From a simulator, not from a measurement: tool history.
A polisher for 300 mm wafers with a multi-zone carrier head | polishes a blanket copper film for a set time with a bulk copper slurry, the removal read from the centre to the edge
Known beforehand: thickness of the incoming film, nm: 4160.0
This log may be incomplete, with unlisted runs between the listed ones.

run    day  flow of slurry (ml/min)  pressure of the head's centre zone  pressure of the head's middle zone  pressure of the head's edge zone  abrasive content of the slurry  polishing time (s)  film removed at the wafer's centre (angstrom)  film removed at mid-radius (angstrom)  film removed at the wafer's edge (angstrom)
  1  0.000                      210                                1.00                                1.00                              1.00                            1.00                  71                                         7538.3                                 7677.6                                       7450.4
  2  0.100                      205                                0.97                                0.98                              0.96                            0.85                  70                                         7180.9                                 7211.9                                       7109.8
  3  0.429                      205                                0.97                                0.92                              0.96                            0.85                  70                                         7060.6                                 6826.4                                       7198.8
  4  0.542                      200                                0.94                                0.94                              0.93                            0.75                  68                                         6554.1                                 6751.0                                       6606.5
  5  0.900                      200                                0.94                                0.94                              0.93                            0.75                  51                                         4868.7                                 4968.6                                       4967.1
  6  1.121                      200                                0.85                                0.94                              0.93                            0.75                  51                                         4519.9                                 5084.3                                       5031.3
  7  1.162                      220                                0.88                                0.97                              0.96                            0.85                  51                                         4791.0                                 5250.1                                       5228.8
  8  1.192                      230                                0.90                                1.00                              0.98                            0.95                  52                                         5079.0                                 5768.7                                       5575.5

What does the tool deliver on the next run?
  9  1.275                      245                                0.92                                1.00                              0.98                            0.95                  52                                              ?                                      ?                                            ?

Run 9 yielded film removed at the wafer's centre (angstrom) 5160.2, film removed at mid-radius (angstrom) 5714.7, film removed at the wafer's edge (angstrom) 5581.6.
